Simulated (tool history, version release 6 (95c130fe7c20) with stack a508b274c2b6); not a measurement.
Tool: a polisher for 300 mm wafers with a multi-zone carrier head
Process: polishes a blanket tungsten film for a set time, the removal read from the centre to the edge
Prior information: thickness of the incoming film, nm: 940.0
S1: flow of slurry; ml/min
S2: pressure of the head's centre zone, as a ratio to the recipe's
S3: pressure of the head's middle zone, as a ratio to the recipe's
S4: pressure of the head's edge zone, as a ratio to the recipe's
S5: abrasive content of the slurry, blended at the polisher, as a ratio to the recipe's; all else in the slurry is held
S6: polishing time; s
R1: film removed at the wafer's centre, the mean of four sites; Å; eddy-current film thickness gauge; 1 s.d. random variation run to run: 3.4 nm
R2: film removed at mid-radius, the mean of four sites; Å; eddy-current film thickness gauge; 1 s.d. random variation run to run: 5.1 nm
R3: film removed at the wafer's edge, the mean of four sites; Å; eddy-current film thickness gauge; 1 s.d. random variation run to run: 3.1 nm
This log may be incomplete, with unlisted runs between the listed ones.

run,hour,S1,S2,S3,S4,S5,S6,R1,R2,R3
1,0.0,155,1.00,1.00,1.00,1.00,70,3296.8,3376.8,3298.8
2,7.9,160,0.99,1.00,1.03,1.10,72,3449.7,3545.3,3501.0
3,16.0,160,0.97,1.00,1.06,1.15,75,3514.3,3715.2,3707.8
4,22.0,160,0.97,1.00,1.15,1.15,75,3564.0,3694.4,3831.7
5,31.0,160,0.97,1.00,1.15,1.05,75,3474.1,3542.0,3772.4
6,32.4,160,0.89,1.00,1.15,1.05,75,3151.4,3569.8,3720.1
7,37.0,160,0.89,0.99,1.16,1.15,77,3330.6,3764.7,3919.0

What does the tool deliver on the next run?
8,39.2,165,0.89,0.98,1.17,1.20,79,?,?,?

R1: 3419.5 Å
R2: 3859.6 Å
R3: 4114.0 Å

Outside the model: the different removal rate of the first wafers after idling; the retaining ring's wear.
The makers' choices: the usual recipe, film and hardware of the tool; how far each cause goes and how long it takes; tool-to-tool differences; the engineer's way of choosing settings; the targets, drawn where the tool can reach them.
